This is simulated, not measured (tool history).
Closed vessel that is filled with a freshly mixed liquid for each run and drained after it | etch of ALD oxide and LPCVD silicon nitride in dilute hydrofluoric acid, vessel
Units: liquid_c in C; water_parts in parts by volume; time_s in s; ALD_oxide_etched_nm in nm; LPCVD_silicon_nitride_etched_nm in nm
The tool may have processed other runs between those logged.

run,hour,liquid_c,water_parts,time_s,ALD_oxide_etched_nm,LPCVD_silicon_nitride_etched_nm
1,0.0,23.0,115,125,10.2260,0.51536
2,2.6,25.5,115,125,11.2080,0.68062
3,9.9,25.5,155,125,7.9812,0.51520
4,18.6,25.0,145,125,8.4141,0.49615
5,23.2,21.5,145,125,7.3504,0.41588
6,23.7,21.5,145,95,5.6075,0.31410

Run 7 has not been measured yet. What should we expect?
7,27.6,22.0,135,95,?,?

{"run 7": {"ALD_oxide_etched_nm": 6.1738, "LPCVD_silicon_nitride_etched_nm": 0.33195}}

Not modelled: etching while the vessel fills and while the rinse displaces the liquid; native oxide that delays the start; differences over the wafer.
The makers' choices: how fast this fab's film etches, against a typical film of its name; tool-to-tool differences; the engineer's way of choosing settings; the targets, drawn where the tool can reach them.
